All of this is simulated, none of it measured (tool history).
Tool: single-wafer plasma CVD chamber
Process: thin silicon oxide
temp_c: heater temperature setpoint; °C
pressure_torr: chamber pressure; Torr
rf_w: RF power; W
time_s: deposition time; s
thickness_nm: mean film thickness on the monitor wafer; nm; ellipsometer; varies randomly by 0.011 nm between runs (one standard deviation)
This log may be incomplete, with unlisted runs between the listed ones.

run	hour	temp_c	pressure_torr	rf_w	time_s	thickness_nm
1	0	375	0.674	250	2.47	3.6668
2	3.5	375	0.661	250	2.47	3.6057
3	10.1	375	0.649	250	2.47	3.5325
4	16.9	382	0.649	250	2.47	3.5244
# hour 20.3: capacitance manometer re-zeroed and calibrated
5	20.3	376	0.649	250	2.47	3.3562
6	23	375	0.646	250	2.47	3.3707
7	23.6	373	0.644	250	2.47	3.3369
8	27.8	371	0.643	250	2.47	3.3462

Predict the results of run 9:
9	28.6	370	0.641	250	2.47	?

thickness_nm: 3.317 nm
